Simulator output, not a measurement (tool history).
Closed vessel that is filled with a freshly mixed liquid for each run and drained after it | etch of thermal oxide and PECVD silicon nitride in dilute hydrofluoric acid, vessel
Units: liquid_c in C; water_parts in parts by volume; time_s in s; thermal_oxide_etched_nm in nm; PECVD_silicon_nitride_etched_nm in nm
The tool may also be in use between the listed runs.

run,hour,liquid_c,water_parts,time_s,thermal_oxide_etched_nm,PECVD_silicon_nitride_etched_nm
1,0,22,85,195,10.173,5.8169
2,2.3,19,85,195,8.9707,4.7277
3,4.6,20,80,195,10.065,5.4253
4,7.3,20.5,80,195,10.176,5.5824
5,15,21,75,195,11.163,6.1266
6,18.5,21,75,140,8.0493,4.4011
7,27.1,22,70,140,9.0232,5.059
8,32.3,22.5,65,140,9.9713,5.6192
9,33.5,23,60,140,11.125,6.2518
10,39.9,23.5,60,140,11.4,6.4931
11,43.6,24,60,140,11.594,6.7139
12,51.9,24.5,60,140,11.863,6.9333
13,53.6,24.5,60,140,11.891,7.0061
14,57.9,25,60,140,12.089,7.2392
15,63.8,25.5,60,140,12.31,7.4572
16,70.6,26.5,50,135,15.03,9.1661
17,78.9,27,50,135,15.267,9.4702
# hour 80.5: hydrofluoric acid flow meter replaced
18,80.5,27,45,135,19.17,11.675
19,85.8,27,50,135,17.187,10.6

Forecast run 20:
20,93,27,55,135,?,?

Run 20 gave thermal_oxide_etched_nm 15.49 nm, PECVD_silicon_nitride_etched_nm 9.6501 nm.
